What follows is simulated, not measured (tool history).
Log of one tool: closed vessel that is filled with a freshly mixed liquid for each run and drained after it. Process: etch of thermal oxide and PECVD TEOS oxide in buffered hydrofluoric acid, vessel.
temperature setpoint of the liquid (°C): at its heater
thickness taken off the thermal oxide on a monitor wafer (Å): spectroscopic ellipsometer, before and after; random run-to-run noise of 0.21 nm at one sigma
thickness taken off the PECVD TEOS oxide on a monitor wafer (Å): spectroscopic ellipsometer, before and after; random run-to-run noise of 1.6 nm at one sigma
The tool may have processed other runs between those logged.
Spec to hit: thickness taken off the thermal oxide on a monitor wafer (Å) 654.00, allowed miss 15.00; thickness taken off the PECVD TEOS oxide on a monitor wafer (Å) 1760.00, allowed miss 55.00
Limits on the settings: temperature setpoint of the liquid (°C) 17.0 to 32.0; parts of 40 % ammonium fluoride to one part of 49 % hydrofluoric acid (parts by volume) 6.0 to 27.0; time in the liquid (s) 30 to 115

run	hour	temperature setpoint of the liquid (°C)	parts of 40 % ammonium fluoride to one part of 49 % hydrofluoric acid (parts by volume)	time in the liquid (s)	thickness taken off the thermal oxide on a monitor wafer (Å)	thickness taken off the PECVD TEOS oxide on a monitor wafer (Å)
1	0.0	25.0	16.5	60	426.04	1138.10
2	5.0	21.5	16.5	60	351.99	942.23
3	11.8	21.5	16.5	80	471.32	1270.00
4	18.3	22.0	16.5	80	481.25	1287.50
5	23.7	22.5	16.5	80	495.17	1338.70
# hour 28.7: thermometer replaced
6	28.7	19.0	16.5	80	433.95	1181.70
7	32.2	20.0	16.5	80	459.76	1218.10
8	37.4	21.0	16.5	80	485.14	1310.00
9	38.2	22.0	16.5	80	513.19	1381.50
10	39.5	22.5	16.5	80	527.37	1412.40
11	45.8	23.0	16.5	80	541.59	1432.60

Next run, 4 choices. One meets every target within its allowed miss, the rest don't. Which?
A	52.1	21.0	17.0	100	?	?
B	52.1	22.0	11.5	80	?	?
C	52.1	20.0	17.5	85	?	?
D	52.1	17.5	8.5	70	?	?

move	thickness taken off the thermal oxide on a monitor wafer (Å)	thickness taken off the PECVD TEOS oxide on a monitor wafer (Å)
A	591.52	1589.80
B	734.15	1973.10
C	462.04	1241.80
D	650.38	1748.00
A: gains on the last run, yet a result remains outside its allowed miss
B: takes the result that was furthest off past its target
C: the biggest miss grows against the last run
D: each result inside its tolerance
The move that meets every target is D.
